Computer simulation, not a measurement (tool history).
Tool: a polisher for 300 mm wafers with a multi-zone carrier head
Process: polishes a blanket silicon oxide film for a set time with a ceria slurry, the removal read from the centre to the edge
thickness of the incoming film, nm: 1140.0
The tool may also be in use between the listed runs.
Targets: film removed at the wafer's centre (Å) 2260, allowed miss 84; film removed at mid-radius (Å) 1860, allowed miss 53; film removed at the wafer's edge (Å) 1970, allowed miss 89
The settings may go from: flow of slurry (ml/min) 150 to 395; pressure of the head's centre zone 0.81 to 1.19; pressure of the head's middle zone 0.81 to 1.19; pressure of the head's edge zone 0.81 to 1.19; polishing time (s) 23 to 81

| run | hour | flow of slurry (ml/min) | pressure of the head's centre zone | pressure of the head's middle zone | pressure of the head's edge zone | polishing time (s) | film removed at the wafer's centre (Å) | film removed at mid-radius (Å) | film removed at the wafer's edge (Å) |
|---|---|---|---|---|---|---|---|---|---|
| 1 | 0 | 250 | 1 | 1 | 1 | 52 | 2827 | 2917.5 | 2826.8 |
| 2 | 8.2 | 250 | 0.93 | 1 | 1 | 52 | 2674 | 2916.2 | 2819.8 |
| 3 | 16.6 | 250 | 0.86 | 1 | 1 | 52 | 2612.6 | 2896.5 | 2861.1 |
| 4 | 22.4 | 315 | 0.86 | 1 | 1 | 52 | 2658.5 | 3000.3 | 2925.6 |
| 5 | 27.5 | 315 | 0.86 | 1 | 1 | 60 | 3066.6 | 3483 | 3389.1 |
| 6 | 34.7 | 315 | 0.86 | 0.96 | 1 | 60 | 3126.5 | 3324.8 | 3417.3 |
| 7 | 40.6 | 275 | 0.96 | 0.86 | 0.9 | 46 | 2468.1 | 2298.7 | 2396.3 |
| 8 | 41.8 | 235 | 1.06 | 0.81 | 0.86 | 36 | 2069.9 | 1683.7 | 1847.6 |
| 9 | 50.6 | 260 | 1.06 | 0.82 | 0.87 | 36 | 2095 | 1729.2 | 1863.7 |
| 10 | 54.8 | 275 | 1.07 | 0.83 | 0.88 | 36 | 2110.9 | 1760.2 | 1896.9 |
| 11 | 57.3 | 285 | 1.09 | 0.84 | 0.88 | 36 | 2149.8 | 1765.6 | 1872.2 |
| 12 | 62.8 | 290 | 1.1 | 0.85 | 0.89 | 36 | 2158.6 | 1826.5 | 1862.8 |

Which of these 5 next moves meets every target?
| A | 68.3 | 230 | 1.13 | 0.84 | 0.87 | 38 | ? | ? | ? |
| B | 68.3 | 335 | 1.19 | 0.93 | 0.81 | 33 | ? | ? | ? |
| C | 68.3 | 320 | 1.09 | 0.98 | 0.88 | 32 | ? | ? | ? |
| D | 68.3 | 235 | 1.11 | 0.9 | 0.9 | 36 | ? | ? | ? |
| E | 68.3 | 245 | 0.99 | 0.88 | 0.95 | 37 | ? | ? | ? |

| move | film removed at the wafer's centre (Å) | film removed at mid-radius (Å) | film removed at the wafer's edge (Å) |
|---|---|---|---|
| A | 2221.9 | 1847.6 | 1988 |
| B | 2092.3 | 1817.8 | 1723.1 |
| C | 1903.4 | 1834.6 | 1726.9 |
| D | 2087 | 1858.1 | 1915.2 |
| E | 1999.9 | 1884.9 | 2026.9 |
A: meets every target
B: further off than the last run
C: further off than the last run
D: further off than the last run
E: further off than the last run
Answer: A

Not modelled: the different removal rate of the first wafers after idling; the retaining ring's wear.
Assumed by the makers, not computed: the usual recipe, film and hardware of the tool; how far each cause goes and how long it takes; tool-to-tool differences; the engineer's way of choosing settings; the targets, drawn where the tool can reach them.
